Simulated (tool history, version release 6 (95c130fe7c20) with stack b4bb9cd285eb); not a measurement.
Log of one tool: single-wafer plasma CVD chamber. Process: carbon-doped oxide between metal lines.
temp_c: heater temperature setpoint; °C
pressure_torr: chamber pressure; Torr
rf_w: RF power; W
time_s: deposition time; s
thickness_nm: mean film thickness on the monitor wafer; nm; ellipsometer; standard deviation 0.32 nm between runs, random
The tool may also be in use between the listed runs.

run  hour  temp_c  pressure_torr  rf_w  time_s  thickness_nm
  1     0     325           3.89   455    13.8        67.213
  2   2.5     329           3.75   450    13.8        65.661
  3   4.3     332           3.64   445    13.8        64.237
  4   9.4     334           3.57   445    13.8        63.441
  5  16.3     334           3.57   505    13.8        67.996
  6    23     337            3.4   495    13.8        66.778
  7  27.1     339           3.33   485    13.8        65.783
  8  33.2     341           3.29   475    13.8        63.968

Run 9 comes next. What will it give?
  9  34.9     342           3.25   470    13.8             ?

{"run 9": {"thickness_nm": 63.516}}
